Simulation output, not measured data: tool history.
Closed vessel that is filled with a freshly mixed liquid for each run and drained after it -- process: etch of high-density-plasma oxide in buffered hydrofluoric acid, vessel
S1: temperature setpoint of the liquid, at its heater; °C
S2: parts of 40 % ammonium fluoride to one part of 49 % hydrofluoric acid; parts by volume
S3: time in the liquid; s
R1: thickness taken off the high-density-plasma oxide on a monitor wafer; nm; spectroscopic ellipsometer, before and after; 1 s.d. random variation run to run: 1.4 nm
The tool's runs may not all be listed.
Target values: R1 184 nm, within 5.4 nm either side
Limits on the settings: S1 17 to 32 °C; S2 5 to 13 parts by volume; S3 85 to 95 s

run,hour,S1,S2,S3,R1
1,0,25,8,85,136.73
2,4.4,26.5,8,85,148.54
3,11.6,27.5,8,85,158.3
4,16.3,28,8,85,161.1
5,23.6,28.5,8,85,165.82
6,25.5,28.5,9.5,85,144.91
7,30.7,29.5,9.5,85,153.25
8,37,30,9.5,85,154.01
9,42.9,30.5,9.5,85,159.27
10,43.8,31,9.5,85,164.67
11,48,31.5,9,85,174.47

Below are 4 possible settings for the next run. Only one of them brings all results inside the allowed miss of their targets. Which is it?
A,52.2,31.5,10,85,?
B,52.2,32,9.5,90,?
C,52.2,32,9.5,85,?
D,52.2,29.5,9,90,?

move,R1
A,163.16
B,186.33
C,175.98
D,169.19
A: moves away from the targets compared with the last run
B: all results in spec
C: gains on the last run, yet a result remains outside its allowed miss
D: moves away from the targets compared with the last run
Move B is the one to make.
